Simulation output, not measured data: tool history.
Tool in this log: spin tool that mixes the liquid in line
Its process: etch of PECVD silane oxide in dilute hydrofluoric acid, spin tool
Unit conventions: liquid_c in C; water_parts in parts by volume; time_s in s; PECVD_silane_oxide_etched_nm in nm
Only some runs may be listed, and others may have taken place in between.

Run 1, hour 0: liquid_c 22 C, water_parts 50 parts by volume, time_s 90 s. Result: PECVD_silane_oxide_etched_nm 41.975 nm.
Run 2, hour 8.5: liquid_c 25.5 C, water_parts 50 parts by volume, time_s 90 s. Result: PECVD_silane_oxide_etched_nm 48.596 nm.
Run 3, hour 16.9: liquid_c 25.5 C, water_parts 40 parts by volume, time_s 90 s. Result: PECVD_silane_oxide_etched_nm 62.464 nm.
Run 4, hour 22.8: liquid_c 25.5 C, water_parts 55 parts by volume, time_s 90 s. Result: PECVD_silane_oxide_etched_nm 44.088 nm.
Run 5, hour 30.5: liquid_c 25.5 C, water_parts 55 parts by volume, time_s 90 s. Result: PECVD_silane_oxide_etched_nm 43.905 nm.
Run 6, hour 31.1: liquid_c 25.5 C, water_parts 55 parts by volume, time_s 95 s. Result: PECVD_silane_oxide_etched_nm 46.589 nm.
Run 7, hour 33.6: liquid_c 26.5 C, water_parts 55 parts by volume, time_s 95 s. Result: PECVD_silane_oxide_etched_nm 48.802 nm.
Run 8, hour 36.3: liquid_c 27 C, water_parts 55 parts by volume, time_s 95 s. Result: PECVD_silane_oxide_etched_nm 49.682 nm.
Run 9, hour 43.4: liquid_c 30 C, water_parts 40 parts by volume, time_s 95 s. Result: PECVD_silane_oxide_etched_nm 77.6 nm.
Run 10, hour 50.6: liquid_c 29.5 C, water_parts 40 parts by volume, time_s 95 s. Result: PECVD_silane_oxide_etched_nm 78.174 nm.

For run 11, what comes out?
Run 11, hour 56.2: liquid_c 26.5 C, water_parts 40 parts by volume, time_s 95 s. Result: PECVD_silane_oxide_etched_nm ?.

{"run 11": {"PECVD_silane_oxide_etched_nm": 68.286}}

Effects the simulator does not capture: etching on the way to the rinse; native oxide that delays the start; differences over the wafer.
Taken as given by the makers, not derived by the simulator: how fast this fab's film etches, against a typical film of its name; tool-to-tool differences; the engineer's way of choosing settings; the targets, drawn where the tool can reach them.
